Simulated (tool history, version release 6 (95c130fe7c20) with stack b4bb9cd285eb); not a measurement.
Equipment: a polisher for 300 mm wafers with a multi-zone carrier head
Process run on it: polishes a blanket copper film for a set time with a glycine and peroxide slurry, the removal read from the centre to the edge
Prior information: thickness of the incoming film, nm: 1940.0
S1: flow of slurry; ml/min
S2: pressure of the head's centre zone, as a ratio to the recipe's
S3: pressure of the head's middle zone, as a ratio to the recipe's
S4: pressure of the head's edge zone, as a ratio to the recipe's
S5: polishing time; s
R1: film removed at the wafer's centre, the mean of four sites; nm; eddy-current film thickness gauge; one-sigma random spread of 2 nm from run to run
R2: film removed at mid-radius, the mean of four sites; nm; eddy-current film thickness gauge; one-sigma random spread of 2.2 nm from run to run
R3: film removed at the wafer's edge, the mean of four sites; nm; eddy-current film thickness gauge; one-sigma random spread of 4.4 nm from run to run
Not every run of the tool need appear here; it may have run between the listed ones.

Run 1, hour 0.0: S1 220 ml/min, S2 1.00, S3 1.00, S4 1.00, S5 82 s. Result: R1 247.71 nm, R2 251.37 nm, R3 236.37 nm.
Run 2, hour 0.8: S1 225 ml/min, S2 1.00, S3 1.01, S4 1.04, S5 86 s. Result: R1 260.60 nm, R2 266.03 nm, R3 255.44 nm.
Run 3, hour 9.8: S1 275 ml/min, S2 1.00, S3 1.01, S4 1.04, S5 86 s. Result: R1 269.59 nm, R2 270.04 nm, R3 257.51 nm.
Run 4, hour 13.4: S1 275 ml/min, S2 1.00, S3 1.09, S4 1.04, S5 86 s. Result: R1 268.72 nm, R2 291.13 nm, R3 258.62 nm.
Run 5, hour 14.5: S1 265 ml/min, S2 1.00, S3 1.09, S4 1.07, S5 89 s. Result: R1 276.26 nm, R2 300.59 nm, R3 272.96 nm.
Run 6, hour 23.3: S1 260 ml/min, S2 1.01, S3 1.09, S4 1.10, S5 91 s. Result: R1 285.25 nm, R2 305.40 nm, R3 277.52 nm.
Run 7, hour 28.9: S1 260 ml/min, S2 1.00, S3 1.08, S4 1.12, S5 94 s. Result: R1 291.60 nm, R2 309.39 nm, R3 293.30 nm.
Run 8, hour 32.3: S1 265 ml/min, S2 1.00, S3 1.08, S4 1.14, S5 96 s. Result: R1 299.22 nm, R2 320.80 nm, R3 300.65 nm.

For run 9, what comes out?
Run 9, hour 39.8: S1 265 ml/min, S2 0.99, S3 1.07, S4 1.15, S5 98 s. Result: R1 ?, R2 ?, R3 ?.

For run 9 the tool returned R1 301.94 nm, R2 321.89 nm, R3 308.05 nm.

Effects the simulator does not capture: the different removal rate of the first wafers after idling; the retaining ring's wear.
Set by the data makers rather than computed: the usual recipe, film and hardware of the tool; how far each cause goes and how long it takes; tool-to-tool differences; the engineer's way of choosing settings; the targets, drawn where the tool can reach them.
